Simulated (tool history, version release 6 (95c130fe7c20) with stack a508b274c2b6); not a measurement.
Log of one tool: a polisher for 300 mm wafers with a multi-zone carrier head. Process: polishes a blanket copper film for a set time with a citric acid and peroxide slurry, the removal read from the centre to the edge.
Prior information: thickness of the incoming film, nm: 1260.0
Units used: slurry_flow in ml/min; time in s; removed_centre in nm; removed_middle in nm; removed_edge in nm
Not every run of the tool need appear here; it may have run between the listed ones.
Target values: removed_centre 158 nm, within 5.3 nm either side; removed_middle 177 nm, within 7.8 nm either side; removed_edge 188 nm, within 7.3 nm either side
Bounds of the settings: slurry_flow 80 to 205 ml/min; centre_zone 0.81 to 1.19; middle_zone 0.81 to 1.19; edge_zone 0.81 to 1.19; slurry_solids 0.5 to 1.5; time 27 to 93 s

run 1 day=0 | slurry_flow=135 centre_zone=1 middle_zone=1 edge_zone=1 slurry_solids=1 time=59 | removed_centre=132.09 removed_middle=133.27 removed_edge=128.64
run 2 day=0.217 | slurry_flow=140 centre_zone=0.97 middle_zone=1 edge_zone=1.05 slurry_solids=1.15 time=62 | removed_centre=141.76 removed_middle=146.01 removed_edge=145.83
run 3 day=0.562 | slurry_flow=140 centre_zone=0.97 middle_zone=1.08 edge_zone=1.05 slurry_solids=1.15 time=62 | removed_centre=139.83 removed_middle=159.1 removed_edge=144.56
run 4 day=0.662 | slurry_flow=150 centre_zone=0.95 middle_zone=1.06 edge_zone=1.09 slurry_solids=1.25 time=63 | removed_centre=145.43 removed_middle=159.73 removed_edge=158.32
run 5 day=1.004 | slurry_flow=150 centre_zone=0.95 middle_zone=1.06 edge_zone=1.01 slurry_solids=1.25 time=63 | removed_centre=143.8 removed_middle=161.23 removed_edge=148.66
run 6 day=1.246 | slurry_flow=150 centre_zone=0.95 middle_zone=0.99 edge_zone=1.01 slurry_solids=1.25 time=63 | removed_centre=145.12 removed_middle=157.92 removed_edge=149.45
run 7 day=1.525 | slurry_flow=160 centre_zone=0.93 middle_zone=1 edge_zone=1.06 slurry_solids=1.35 time=63 | removed_centre=145.96 removed_middle=162.85 removed_edge=155.94
run 8 day=1.658 | slurry_flow=155 centre_zone=0.92 middle_zone=0.99 edge_zone=1.1 slurry_solids=1.4 time=65 | removed_centre=148.62 removed_middle=163.48 removed_edge=162.68
run 9 day=1.858 | slurry_flow=165 centre_zone=0.9 middle_zone=0.98 edge_zone=1.13 slurry_solids=1.4 time=66 | removed_centre=150.42 removed_middle=166.95 removed_edge=171.53
run 10 day=1.992 | slurry_flow=170 centre_zone=0.9 middle_zone=0.98 edge_zone=1.15 slurry_solids=1.4 time=66 | removed_centre=149.33 removed_middle=162.55 removed_edge=173.52
run 11 day=2.196 | slurry_flow=175 centre_zone=0.9 middle_zone=1 edge_zone=1.16 slurry_solids=1.45 time=66 | removed_centre=155.04 removed_middle=171.98 removed_edge=174.68
run 12 day=2.388 | slurry_flow=175 centre_zone=0.89 middle_zone=0.99 edge_zone=1.17 slurry_solids=1.45 time=67 | removed_centre=156.4 removed_middle=175.86 removed_edge=176.43

4 next moves are on the table. One of them brings every result within its allowed miss. Which?
run A day=2.579 | slurry_flow=205 centre_zone=0.94 middle_zone=1.07 edge_zone=1.01 slurry_solids=1.5 time=62 | removed_centre=? removed_middle=? removed_edge=?
run B day=2.579 | slurry_flow=145 centre_zone=0.91 middle_zone=1.01 edge_zone=1.19 slurry_solids=1.4 time=71 | removed_centre=? removed_middle=? removed_edge=?
run C day=2.579 | slurry_flow=170 centre_zone=0.83 middle_zone=0.82 edge_zone=1.15 slurry_solids=1.35 time=78 | removed_centre=? removed_middle=? removed_edge=?
run D day=2.579 | slurry_flow=175 centre_zone=0.92 middle_zone=1.03 edge_zone=1.09 slurry_solids=1.5 time=66 | removed_centre=? removed_middle=? removed_edge=?

move=A removed_centre=153.99 removed_middle=176.18 removed_edge=158.51
move=B removed_centre=157.03 removed_middle=179.33 removed_edge=186.05
move=C removed_centre=161.3 removed_middle=173.95 removed_edge=204.12
move=D removed_centre=155.97 removed_middle=177.88 removed_edge=172.12
A: the biggest miss grows against the last run
B: all results in spec
C: takes the biggest miss from the last run beyond its target
D: the biggest miss grows against the last run
Correct choice: B, which meets every target
